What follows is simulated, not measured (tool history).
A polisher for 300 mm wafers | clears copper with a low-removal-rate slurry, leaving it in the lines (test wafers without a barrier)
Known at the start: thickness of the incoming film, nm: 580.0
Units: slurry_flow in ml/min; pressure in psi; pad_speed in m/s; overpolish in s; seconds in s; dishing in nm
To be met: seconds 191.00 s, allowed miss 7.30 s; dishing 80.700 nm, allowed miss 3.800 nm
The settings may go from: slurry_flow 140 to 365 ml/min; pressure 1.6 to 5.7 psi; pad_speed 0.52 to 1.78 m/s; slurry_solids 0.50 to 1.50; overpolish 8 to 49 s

Run 1, hour 0.0: slurry_flow 235 ml/min, pressure 3.6 psi, pad_speed 1.14 m/s, slurry_solids 1.00, overpolish 25 s. Result: seconds 158.72 s, dishing 61.656 nm.
Run 2, hour 3.4: slurry_flow 235 ml/min, pressure 3.6 psi, pad_speed 0.88 m/s, slurry_solids 1.00, overpolish 25 s. Result: seconds 194.54 s, dishing 53.970 nm.
Run 3, hour 6.1: slurry_flow 235 ml/min, pressure 3.6 psi, pad_speed 0.86 m/s, slurry_solids 1.00, overpolish 28 s. Result: seconds 196.67 s, dishing 56.716 nm.
Run 4, hour 8.8: slurry_flow 235 ml/min, pressure 3.6 psi, pad_speed 0.86 m/s, slurry_solids 1.00, overpolish 31 s. Result: seconds 196.92 s, dishing 60.903 nm.
Run 5, hour 9.4: slurry_flow 235 ml/min, pressure 3.6 psi, pad_speed 1.14 m/s, slurry_solids 1.00, overpolish 31 s. Result: seconds 159.44 s, dishing 73.636 nm.
Run 6, hour 14.9: slurry_flow 235 ml/min, pressure 3.4 psi, pad_speed 1.14 m/s, slurry_solids 1.00, overpolish 33 s. Result: seconds 166.20 s, dishing 74.214 nm.
Run 7, hour 23.2: slurry_flow 235 ml/min, pressure 3.3 psi, pad_speed 1.14 m/s, slurry_solids 1.00, overpolish 35 s. Result: seconds 168.90 s, dishing 73.890 nm.
Run 8, hour 32.1: slurry_flow 225 ml/min, pressure 2.8 psi, pad_speed 1.10 m/s, slurry_solids 1.00, overpolish 45 s. Result: seconds 199.77 s, dishing 76.485 nm.
Run 9, hour 40.0: slurry_flow 230 ml/min, pressure 2.8 psi, pad_speed 1.10 m/s, slurry_solids 1.00, overpolish 45 s. Result: seconds 203.09 s, dishing 77.609 nm.

4 next moves are on the table. One of them brings every result within its allowed miss. Which?
Run A, hour 47.9: slurry_flow 215 ml/min, pressure 2.8 psi, pad_speed 1.06 m/s, slurry_solids 1.05, overpolish 41 s. Result: seconds ?, dishing ?.
Run B, hour 47.9: slurry_flow 175 ml/min, pressure 3.3 psi, pad_speed 1.02 m/s, slurry_solids 0.65, overpolish 39 s. Result: seconds ?, dishing ?.
Run C, hour 47.9: slurry_flow 200 ml/min, pressure 3.3 psi, pad_speed 0.90 m/s, slurry_solids 1.05, overpolish 46 s. Result: seconds ?, dishing ?.
Run D, hour 47.9: slurry_flow 295 ml/min, pressure 3.8 psi, pad_speed 0.76 m/s, slurry_solids 1.45, overpolish 42 s. Result: seconds ?, dishing ?.

move  seconds  dishing
   A   211.29   72.420
   B   208.24   71.653
   C   211.24   79.911
   D   192.96   80.980
A: further off than the last run
B: further off than the last run
C: further off than the last run
D: meets every target
Move D is the one to make.

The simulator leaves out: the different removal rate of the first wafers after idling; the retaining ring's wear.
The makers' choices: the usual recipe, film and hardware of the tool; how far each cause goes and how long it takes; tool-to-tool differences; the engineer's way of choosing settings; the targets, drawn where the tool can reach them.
